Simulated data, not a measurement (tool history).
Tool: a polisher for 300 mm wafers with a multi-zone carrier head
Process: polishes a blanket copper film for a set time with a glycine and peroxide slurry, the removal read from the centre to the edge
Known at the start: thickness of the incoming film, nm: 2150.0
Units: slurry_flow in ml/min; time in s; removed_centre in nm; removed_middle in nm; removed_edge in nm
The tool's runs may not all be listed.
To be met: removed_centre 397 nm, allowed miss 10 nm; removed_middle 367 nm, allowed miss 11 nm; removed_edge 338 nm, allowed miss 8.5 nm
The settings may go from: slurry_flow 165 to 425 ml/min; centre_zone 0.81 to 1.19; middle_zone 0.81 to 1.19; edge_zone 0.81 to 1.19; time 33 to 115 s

| run | hour | slurry_flow | centre_zone | middle_zone | edge_zone | time | removed_centre | removed_middle | removed_edge |
|---|---|---|---|---|---|---|---|---|---|
| 1 | 0 | 275 | 1 | 1 | 1 | 73 | 534.06 | 538.51 | 527.82 |
| 2 | 8.9 | 280 | 1.01 | 0.99 | 0.96 | 66 | 485.7 | 481.39 | 458.95 |
| 3 | 11.4 | 280 | 1.01 | 0.97 | 0.93 | 62 | 461.25 | 442.92 | 425.52 |
| 4 | 20.2 | 280 | 0.93 | 0.97 | 0.93 | 62 | 426.44 | 440.44 | 427.53 |
| 5 | 27 | 280 | 0.95 | 0.96 | 0.9 | 59 | 415.28 | 419.92 | 404.37 |
| 6 | 29.9 | 280 | 0.95 | 0.9 | 0.9 | 59 | 414.65 | 395.82 | 403.84 |
| 7 | 34.8 | 275 | 0.97 | 0.91 | 0.88 | 57 | 403.75 | 393.48 | 387.54 |
| 8 | 42.5 | 275 | 1 | 0.91 | 0.86 | 55 | 398.93 | 379.49 | 363.48 |
| 9 | 46.4 | 275 | 1 | 0.91 | 0.86 | 55 | 398.65 | 368.66 | 370.39 |
| 10 | 49.3 | 275 | 1.02 | 0.93 | 0.85 | 54 | 402.6 | 374.41 | 361.64 |
| 11 | 54.7 | 270 | 1.03 | 0.94 | 0.84 | 53 | 395.28 | 371.63 | 346.53 |
| 12 | 63.2 | 270 | 1.04 | 0.94 | 0.83 | 53 | 399.29 | 363.13 | 349.7 |

4 next moves are on the table. One of them brings every result within its allowed miss. Which?
| A | 71.7 | 225 | 1.02 | 0.88 | 0.86 | 56 | ? | ? | ? |
| B | 71.7 | 325 | 1.05 | 0.98 | 0.91 | 51 | ? | ? | ? |
| C | 71.7 | 270 | 0.99 | 0.93 | 0.83 | 55 | ? | ? | ? |
| D | 71.7 | 345 | 1.05 | 0.95 | 0.82 | 51 | ? | ? | ? |

| move | removed_centre | removed_middle | removed_edge |
|---|---|---|---|
| A | 406.11 | 367.62 | 370.89 |
| B | 392.67 | 377.75 | 354.44 |
| C | 396.13 | 384.26 | 362.76 |
| D | 394.53 | 369.71 | 339.51 |
A: further off than the last run
B: further off than the last run
C: further off than the last run
D: meets every target
The right move is D.
